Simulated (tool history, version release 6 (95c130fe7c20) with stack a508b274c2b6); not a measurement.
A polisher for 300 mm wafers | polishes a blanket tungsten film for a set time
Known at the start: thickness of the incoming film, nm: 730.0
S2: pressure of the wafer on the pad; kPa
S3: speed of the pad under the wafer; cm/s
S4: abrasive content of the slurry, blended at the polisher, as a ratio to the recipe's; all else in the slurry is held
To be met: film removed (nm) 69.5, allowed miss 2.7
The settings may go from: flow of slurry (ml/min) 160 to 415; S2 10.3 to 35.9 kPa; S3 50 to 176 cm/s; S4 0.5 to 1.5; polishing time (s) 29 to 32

Run 1, hour 0: flow of slurry (ml/min) 265, S2 22.8 kPa, S3 112 cm/s, S4 1, polishing time (s) 32. Result: film removed (nm) 142.15.
Run 2, hour 1: flow of slurry (ml/min) 265, S2 21.4 kPa, S3 110 cm/s, S4 1, polishing time (s) 32. Result: film removed (nm) 133.05.
Run 3, hour 5.1: flow of slurry (ml/min) 265, S2 20 kPa, S3 106 cm/s, S4 1, polishing time (s) 32. Result: film removed (nm) 124.46.
Run 4, hour 9.1: flow of slurry (ml/min) 265, S2 20 kPa, S3 118 cm/s, S4 1, polishing time (s) 32. Result: film removed (nm) 133.22.
Run 5, hour 13.7: flow of slurry (ml/min) 265, S2 20 kPa, S3 98 cm/s, S4 1, polishing time (s) 32. Result: film removed (nm) 115.01.
Run 6, hour 20.5: flow of slurry (ml/min) 265, S2 14.5 kPa, S3 98 cm/s, S4 1, polishing time (s) 32. Result: film removed (nm) 89.913.
Run 7, hour 24.7: flow of slurry (ml/min) 265, S2 13.8 kPa, S3 96 cm/s, S4 1, polishing time (s) 32. Result: film removed (nm) 82.694.
Run 8, hour 32: flow of slurry (ml/min) 265, S2 13.1 kPa, S3 96 cm/s, S4 1, polishing time (s) 32. Result: film removed (nm) 79.54.
Run 9, hour 36.5: flow of slurry (ml/min) 265, S2 12.4 kPa, S3 96 cm/s, S4 1, polishing time (s) 32. Result: film removed (nm) 77.038.

5 next moves are on the table. One of them brings every result within its allowed miss. Which?
Run A, hour 41: flow of slurry (ml/min) 320, S2 13.1 kPa, S3 102 cm/s, S4 1.15, polishing time (s) 30. Result: film removed (nm) ?.
Run B, hour 41: flow of slurry (ml/min) 165, S2 13.8 kPa, S3 98 cm/s, S4 1.25, polishing time (s) 32. Result: film removed (nm) ?.
Run C, hour 41: flow of slurry (ml/min) 250, S2 11.7 kPa, S3 98 cm/s, S4 1.05, polishing time (s) 30. Result: film removed (nm) ?.
Run D, hour 41: flow of slurry (ml/min) 220, S2 11 kPa, S3 120 cm/s, S4 1.15, polishing time (s) 32. Result: film removed (nm) ?.
Run E, hour 41: flow of slurry (ml/min) 235, S2 13.1 kPa, S3 112 cm/s, S4 0.9, polishing time (s) 32. Result: film removed (nm) ?.

move  film removed (nm)
   A             82.078
   B             82.113
   C             69.257
   D             85.807
   E             86.157
A: further off than the last run
B: further off than the last run
C: meets every target
D: further off than the last run
E: further off than the last run
The right move is C.
